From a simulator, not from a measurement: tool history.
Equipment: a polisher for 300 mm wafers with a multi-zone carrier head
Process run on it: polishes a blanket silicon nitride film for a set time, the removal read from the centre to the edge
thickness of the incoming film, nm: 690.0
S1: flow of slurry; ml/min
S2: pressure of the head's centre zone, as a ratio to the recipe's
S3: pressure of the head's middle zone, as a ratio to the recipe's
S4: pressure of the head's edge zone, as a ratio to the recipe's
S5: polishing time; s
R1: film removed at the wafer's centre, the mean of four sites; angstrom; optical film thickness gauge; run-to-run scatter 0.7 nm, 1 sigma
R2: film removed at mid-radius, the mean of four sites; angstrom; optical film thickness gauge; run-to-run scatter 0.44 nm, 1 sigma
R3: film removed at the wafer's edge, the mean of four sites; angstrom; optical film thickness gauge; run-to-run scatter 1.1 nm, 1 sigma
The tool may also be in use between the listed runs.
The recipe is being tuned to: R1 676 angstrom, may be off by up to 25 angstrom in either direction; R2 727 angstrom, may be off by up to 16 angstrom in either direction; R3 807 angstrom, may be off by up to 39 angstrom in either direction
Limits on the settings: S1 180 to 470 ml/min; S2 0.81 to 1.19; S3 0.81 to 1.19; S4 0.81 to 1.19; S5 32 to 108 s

run	day	S1	S2	S3	S4	S5	R1	R2	R3
1	0	300	1	1	1	70	1215.8	1229.5	1199.9
2	0.092	300	1	1	0.96	70	1203.1	1233	1174.5
3	0.25	300	1.08	1	0.96	70	1322.9	1226.7	1148
4	0.296	300	1.08	1	0.93	70	1326.9	1232	1147.5
5	0.371	300	1.08	1	0.93	64	1208.5	1125.3	1066.9
6	0.433	300	1.08	0.97	0.93	64	1236.1	1096.9	1067.7
7	0.688	290	1.03	0.96	0.92	59	1066.6	999.75	944.46
8	0.825	285	0.99	0.94	0.96	56	976.51	931.08	902.93
9	1.142	280	0.95	0.93	1.01	54	890.84	898.32	892.05
10	1.304	270	0.92	0.91	1.03	53	836.61	860.68	903.41
11	1.538	265	0.9	0.89	1.02	52	814.49	831.05	887.75
12	1.646	260	0.88	0.88	1.02	51	782.92	808.64	875.41
13	1.733	255	0.87	0.87	1.02	50	756.89	780.82	846.31

Which one of the following 5 next-run settings gets every result inside its allowed miss? There is exactly one.
A	1.821	305	0.92	0.82	0.96	49	?	?	?
B	1.821	245	1	1	0.9	50	?	?	?
C	1.821	260	0.81	1.06	1.06	46	?	?	?
D	1.821	185	0.83	0.84	0.99	49	?	?	?
E	1.821	255	0.84	0.82	1.02	53	?	?	?

move	R1	R2	R3
A	791.01	745.23	822.43
B	861.83	863.27	801.83
C	644.89	834.71	800.07
D	679.53	726.36	807.7
E	768.28	794.9	906
A: moves away from the targets compared with the last run
B: moves away from the targets compared with the last run
C: moves away from the targets compared with the last run
D: all results land within tolerance of their targets
E: moves away from the targets compared with the last run
The right move is D.
